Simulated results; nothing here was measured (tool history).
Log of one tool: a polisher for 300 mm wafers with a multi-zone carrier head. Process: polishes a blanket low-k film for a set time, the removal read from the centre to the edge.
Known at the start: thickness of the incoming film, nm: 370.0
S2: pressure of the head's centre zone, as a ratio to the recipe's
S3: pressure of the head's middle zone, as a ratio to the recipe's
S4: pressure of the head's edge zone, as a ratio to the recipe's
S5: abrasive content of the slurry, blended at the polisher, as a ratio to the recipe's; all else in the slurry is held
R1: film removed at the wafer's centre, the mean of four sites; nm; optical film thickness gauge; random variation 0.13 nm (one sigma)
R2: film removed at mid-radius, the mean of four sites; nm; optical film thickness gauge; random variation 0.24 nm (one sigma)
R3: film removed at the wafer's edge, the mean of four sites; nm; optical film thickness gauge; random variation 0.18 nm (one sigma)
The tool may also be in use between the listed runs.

Run 1, hour 0: flow of slurry (ml/min) 195, S2 1, S3 1, S4 1, S5 1, polishing time (s) 47. Result: R1 21.145 nm, R2 20.998 nm, R3 22.205 nm.
Run 2, hour 2.3: flow of slurry (ml/min) 195, S2 0.96, S3 1, S4 1, S5 1, polishing time (s) 47. Result: R1 20.32 nm, R2 21.419 nm, R3 21.975 nm.
Run 3, hour 7.9: flow of slurry (ml/min) 195, S2 0.92, S3 1, S4 1, S5 1, polishing time (s) 47. Result: R1 19.453 nm, R2 20.72 nm, R3 21.981 nm.
Run 4, hour 15.3: flow of slurry (ml/min) 190, S2 0.93, S3 0.98, S4 0.98, S5 1, polishing time (s) 47. Result: R1 19.501 nm, R2 20.837 nm, R3 21.886 nm.
Run 5, hour 17.8: flow of slurry (ml/min) 190, S2 0.93, S3 0.98, S4 0.98, S5 1.15, polishing time (s) 47. Result: R1 21.118 nm, R2 22.095 nm, R3 23.376 nm.
Run 6, hour 23.3: flow of slurry (ml/min) 190, S2 0.94, S3 0.96, S4 0.97, S5 1.1, polishing time (s) 47. Result: R1 20.626 nm, R2 21.8 nm, R3 22.369 nm.
Run 7, hour 26.7: flow of slurry (ml/min) 150, S2 1.04, S3 0.86, S4 1.07, S5 0.85, polishing time (s) 43. Result: R1 17.248 nm, R2 15.468 nm, R3 18.43 nm.
Run 8, hour 34.7: flow of slurry (ml/min) 155, S2 1.04, S3 0.86, S4 1.06, S5 0.85, polishing time (s) 43. Result: R1 17.58 nm, R2 15.231 nm, R3 18.24 nm.

Forecast run 9:
Run 9, hour 35.6: flow of slurry (ml/min) 160, S2 1.04, S3 0.87, S4 1.06, S5 0.85, polishing time (s) 43. Result: R1 ?, R2 ?, R3 ?.

R1: 17.534 nm
R2: 15.213 nm
R3: 18.424 nm
